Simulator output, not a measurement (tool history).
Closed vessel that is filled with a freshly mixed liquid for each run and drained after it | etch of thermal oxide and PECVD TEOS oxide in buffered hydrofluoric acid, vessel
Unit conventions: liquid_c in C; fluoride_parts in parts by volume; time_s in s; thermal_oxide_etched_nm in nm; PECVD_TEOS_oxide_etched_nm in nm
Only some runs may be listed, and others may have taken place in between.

Run 1, hour 0.0: liquid_c 21.0 C, fluoride_parts 17.5 parts by volume, time_s 60 s. Result: thermal_oxide_etched_nm 35.929 nm, PECVD_TEOS_oxide_etched_nm 63.212 nm.
Run 2, hour 5.4: liquid_c 22.5 C, fluoride_parts 17.0 parts by volume, time_s 60 s. Result: thermal_oxide_etched_nm 40.186 nm, PECVD_TEOS_oxide_etched_nm 70.588 nm.
Run 3, hour 10.2: liquid_c 26.0 C, fluoride_parts 17.0 parts by volume, time_s 60 s. Result: thermal_oxide_etched_nm 48.738 nm, PECVD_TEOS_oxide_etched_nm 85.995 nm.
Run 4, hour 18.8: liquid_c 26.0 C, fluoride_parts 17.0 parts by volume, time_s 50 s. Result: thermal_oxide_etched_nm 40.641 nm, PECVD_TEOS_oxide_etched_nm 71.062 nm.
Run 5, hour 24.0: liquid_c 26.0 C, fluoride_parts 17.0 parts by volume, time_s 40 s. Result: thermal_oxide_etched_nm 32.316 nm, PECVD_TEOS_oxide_etched_nm 56.834 nm.
Run 6, hour 26.8: liquid_c 26.0 C, fluoride_parts 17.0 parts by volume, time_s 30 s. Result: thermal_oxide_etched_nm 24.335 nm, PECVD_TEOS_oxide_etched_nm 42.638 nm.
Run 7, hour 29.1: liquid_c 26.5 C, fluoride_parts 15.0 parts by volume, time_s 30 s. Result: thermal_oxide_etched_nm 28.117 nm, PECVD_TEOS_oxide_etched_nm 49.611 nm.
Run 8, hour 31.4: liquid_c 27.0 C, fluoride_parts 13.5 parts by volume, time_s 35 s. Result: thermal_oxide_etched_nm 37.813 nm, PECVD_TEOS_oxide_etched_nm 65.656 nm.
Run 9, hour 34.4: liquid_c 27.5 C, fluoride_parts 12.5 parts by volume, time_s 35 s. Result: thermal_oxide_etched_nm 40.997 nm, PECVD_TEOS_oxide_etched_nm 73.327 nm.

What will run 10 give?
Run 10, hour 40.0: liquid_c 28.0 C, fluoride_parts 11.5 parts by volume, time_s 35 s. Result: thermal_oxide_etched_nm ?, PECVD_TEOS_oxide_etched_nm ?.

For run 10 the tool returned thermal_oxide_etched_nm 46.236 nm, PECVD_TEOS_oxide_etched_nm 81.295 nm.

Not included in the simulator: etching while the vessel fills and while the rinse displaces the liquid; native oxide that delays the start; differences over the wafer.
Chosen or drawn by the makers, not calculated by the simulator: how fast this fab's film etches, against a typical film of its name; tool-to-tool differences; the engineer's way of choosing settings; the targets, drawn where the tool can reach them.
